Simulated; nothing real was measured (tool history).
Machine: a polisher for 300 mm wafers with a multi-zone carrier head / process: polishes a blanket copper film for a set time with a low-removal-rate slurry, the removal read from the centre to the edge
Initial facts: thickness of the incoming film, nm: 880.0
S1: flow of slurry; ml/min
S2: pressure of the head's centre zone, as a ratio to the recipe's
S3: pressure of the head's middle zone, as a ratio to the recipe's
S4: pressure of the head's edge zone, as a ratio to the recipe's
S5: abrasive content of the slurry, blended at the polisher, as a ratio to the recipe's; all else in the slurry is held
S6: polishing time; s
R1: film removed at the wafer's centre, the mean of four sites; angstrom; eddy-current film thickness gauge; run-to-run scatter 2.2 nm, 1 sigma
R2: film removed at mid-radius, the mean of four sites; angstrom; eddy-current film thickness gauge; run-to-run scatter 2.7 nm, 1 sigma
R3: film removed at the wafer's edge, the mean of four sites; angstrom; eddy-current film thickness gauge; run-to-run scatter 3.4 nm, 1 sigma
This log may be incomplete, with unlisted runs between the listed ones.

run  hour   S1    S2    S3    S4    S5  S6      R1      R2      R3
  1   0.0  250  1.00  1.00  1.00  1.00  89  1501.7  1532.7  1551.8
  2   8.4  250  1.02  1.00  1.03  1.15  94  1695.9  1676.0  1720.5
  3  11.2  250  1.02  1.00  1.03  1.15  79  1435.6  1430.3  1457.4
  4  19.4  250  1.02  1.00  1.03  1.05  79  1400.4  1391.0  1418.1
  5  23.4  250  1.03  1.00  1.06  1.15  87  1556.2  1583.1  1596.1
  6  27.4  250  1.04  0.98  1.08  1.25  94  1771.4  1707.6  1846.3

Run 7 is up next; what results do you expect?
  7  31.1  255  1.06  0.99  1.10  1.30  97   ?   ?   ?

Logged for run 7: R1 1875.1 angstrom, R2 1824.8 angstrom, R3 1935.5 angstrom.

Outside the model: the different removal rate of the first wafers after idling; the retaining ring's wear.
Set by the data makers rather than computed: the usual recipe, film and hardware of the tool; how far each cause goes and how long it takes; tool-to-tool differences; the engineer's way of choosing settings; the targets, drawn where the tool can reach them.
